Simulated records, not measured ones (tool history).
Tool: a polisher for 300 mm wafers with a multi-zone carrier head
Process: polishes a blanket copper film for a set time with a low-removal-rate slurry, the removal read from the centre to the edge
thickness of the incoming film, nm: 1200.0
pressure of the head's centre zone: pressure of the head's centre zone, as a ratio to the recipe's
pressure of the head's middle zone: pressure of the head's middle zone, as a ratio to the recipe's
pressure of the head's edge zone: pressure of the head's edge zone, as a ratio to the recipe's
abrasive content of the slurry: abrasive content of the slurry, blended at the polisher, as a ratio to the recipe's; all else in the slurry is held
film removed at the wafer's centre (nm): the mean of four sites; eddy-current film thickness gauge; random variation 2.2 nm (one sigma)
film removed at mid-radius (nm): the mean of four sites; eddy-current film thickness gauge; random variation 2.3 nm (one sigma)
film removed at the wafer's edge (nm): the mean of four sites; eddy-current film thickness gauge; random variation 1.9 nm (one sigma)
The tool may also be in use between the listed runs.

run	hour	flow of slurry (ml/min)	pressure of the head's centre zone	pressure of the head's middle zone	pressure of the head's edge zone	abrasive content of the slurry	polishing time (s)	film removed at the wafer's centre (nm)	film removed at mid-radius (nm)	film removed at the wafer's edge (nm)
1	0.0	315	1.00	1.00	1.00	1.00	88	203.61	206.42	204.14
2	0.7	325	1.04	0.98	1.05	1.05	88	214.19	203.51	212.38
3	4.0	325	1.10	0.98	1.05	1.05	88	227.48	204.53	212.90
4	4.9	265	1.10	0.98	1.05	1.05	88	218.41	201.00	209.90
5	13.1	295	1.11	0.97	1.09	1.10	88	224.27	200.95	216.52
6	17.4	295	1.11	0.89	1.09	1.10	88	225.60	187.28	214.56

Run 7 comes next. What will it give?
7	24.7	315	1.12	0.90	1.12	1.15	88	?	?	?

Run 7 gave film removed at the wafer's centre (nm) 233.21, film removed at mid-radius (nm) 191.87, film removed at the wafer's edge (nm) 221.48.
